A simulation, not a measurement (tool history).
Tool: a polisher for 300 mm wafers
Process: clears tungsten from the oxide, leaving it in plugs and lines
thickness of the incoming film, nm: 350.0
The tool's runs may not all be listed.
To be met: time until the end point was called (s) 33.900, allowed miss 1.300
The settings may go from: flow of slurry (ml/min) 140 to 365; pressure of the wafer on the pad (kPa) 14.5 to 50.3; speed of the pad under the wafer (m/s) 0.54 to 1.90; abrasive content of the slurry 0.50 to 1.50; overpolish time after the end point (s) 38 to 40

| run | hour | flow of slurry (ml/min) | pressure of the wafer on the pad (kPa) | speed of the pad under the wafer (m/s) | abrasive content of the slurry | overpolish time after the end point (s) | time until the end point was called (s) |
|---|---|---|---|---|---|---|---|
| 1 | 0.0 | 235 | 32.4 | 1.22 | 1.00 | 38 | 47.205 |
| 2 | 3.4 | 235 | 32.4 | 1.22 | 1.00 | 40 | 46.787 |
| 3 | 11.0 | 235 | 32.4 | 1.08 | 1.00 | 40 | 51.996 |
| 4 | 19.0 | 235 | 39.3 | 1.08 | 1.00 | 40 | 45.962 |
|  | 20.5 | head pressure recalibrated |
| 5 | 20.5 | 235 | 45.5 | 1.08 | 1.00 | 40 | 42.815 |
| 6 | 22.2 | 235 | 45.5 | 1.20 | 1.00 | 40 | 38.945 |
| 7 | 28.8 | 235 | 46.9 | 1.22 | 1.00 | 40 | 37.078 |
| 8 | 36.7 | 235 | 48.3 | 1.24 | 1.00 | 40 | 34.885 |

4 next moves are on the table. One of them brings every result within its allowed miss. Which?
| A | 44.6 | 270 | 48.3 | 1.06 | 1.35 | 38 | ? |
| B | 44.6 | 250 | 49.0 | 1.18 | 1.00 | 40 | ? |
| C | 44.6 | 205 | 42.1 | 1.26 | 1.25 | 40 | ? |
| D | 44.6 | 290 | 50.3 | 1.18 | 1.10 | 38 | ? |

| move | time until the end point was called (s) |
|---|---|
| A | 36.730 |
| B | 35.655 |
| C | 36.785 |
| D | 33.446 |
A: further off than the last run
B: further off than the last run
C: further off than the last run
D: meets every target
Answer: D

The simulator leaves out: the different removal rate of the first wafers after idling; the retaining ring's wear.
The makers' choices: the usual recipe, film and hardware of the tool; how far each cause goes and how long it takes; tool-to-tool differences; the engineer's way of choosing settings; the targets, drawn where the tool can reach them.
